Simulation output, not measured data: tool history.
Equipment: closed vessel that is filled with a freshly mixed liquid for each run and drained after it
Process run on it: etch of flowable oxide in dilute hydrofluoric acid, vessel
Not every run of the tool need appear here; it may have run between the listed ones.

| run | day | temperature setpoint of the liquid (°C) | parts of water to one part of 49 % hydrofluoric acid (parts by volume) | time in the liquid (s) | thickness taken off the flowable oxide on a monitor wafer (angstrom) |
|---|---|---|---|---|---|
| 1 | 0.000 | 24.0 | 125 | 190 | 470.48 |
| 2 | 0.108 | 22.0 | 125 | 190 | 429.39 |
| 3 | 0.304 | 24.5 | 120 | 190 | 497.52 |
| 4 | 0.654 | 22.5 | 120 | 190 | 466.64 |
| 5 | 0.929 | 22.5 | 100 | 190 | 578.33 |
| 6 | 1.304 | 22.5 | 125 | 190 | 445.45 |
| 7 | 1.492 | 24.5 | 120 | 190 | 500.85 |
| 8 | 1.858 | 26.0 | 115 | 190 | 568.21 |
| 9 | 2.054 | 27.5 | 115 | 190 | 599.10 |
| 10 | 2.238 | 28.5 | 110 | 190 | 655.39 |
| 11 | 2.383 | 29.5 | 110 | 190 | 676.44 |
| 12 | 2.542 | 30.0 | 110 | 190 | 686.23 |

Run 13, settings as shown, results not yet in. Your forecast:
| 13 | 2.800 | 32.0 | 100 | 190 | ? |

thickness taken off the flowable oxide on a monitor wafer (angstrom): 828.06
